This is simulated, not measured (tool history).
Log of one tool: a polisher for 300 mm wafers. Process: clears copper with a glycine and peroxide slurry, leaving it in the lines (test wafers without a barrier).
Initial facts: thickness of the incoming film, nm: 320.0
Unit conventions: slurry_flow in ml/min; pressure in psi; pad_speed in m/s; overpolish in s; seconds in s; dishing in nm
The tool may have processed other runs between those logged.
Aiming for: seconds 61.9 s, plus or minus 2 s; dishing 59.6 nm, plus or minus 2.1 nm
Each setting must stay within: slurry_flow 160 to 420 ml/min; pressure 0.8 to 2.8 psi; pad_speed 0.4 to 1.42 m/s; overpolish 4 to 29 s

run,day,slurry_flow,pressure,pad_speed,overpolish,seconds,dishing
1,0,270,1.8,0.9,15,80.168,38.55
2,0.075,270,1.8,0.9,11,81.887,29.581
3,0.142,265,1.9,0.9,13,78.758,34.622
4,0.354,255,2.1,0.9,14,74.431,39.74
5,0.483,185,2.1,0.9,14,76.682,38.397
6,0.667,190,2.3,0.9,15,72.696,42.119
7,0.721,195,2.4,0.9,16,69.241,45.052
8,0.817,195,2.5,0.9,17,68.932,48.619
9,1.179,195,2.6,0.9,18,67.152,51.805
10,1.467,200,2.7,0.92,19,64.32,56.957
11,1.538,200,2.7,0.92,19,63.862,56.144

Exercise: of the 4 proposed moves below, exactly one satisfies all targets within the stated allowed misses. Which move is it?
A,1.608,220,2.7,0.96,20,?,?
B,1.608,200,2.6,0.98,17,?,?
C,1.608,210,2.8,0.92,18,?,?
D,1.608,230,2.6,0.88,21,?,?

move,seconds,dishing
A,61.831,61.306
B,62.794,53.488
C,62.69,56.212
D,67.633,59.664
A: in spec on every target
B: lands further from the targets than the last run did
C: about as far from the targets as the last run
D: gets the furthest-off result to its target, but another result is out of tolerance
A meets every target.

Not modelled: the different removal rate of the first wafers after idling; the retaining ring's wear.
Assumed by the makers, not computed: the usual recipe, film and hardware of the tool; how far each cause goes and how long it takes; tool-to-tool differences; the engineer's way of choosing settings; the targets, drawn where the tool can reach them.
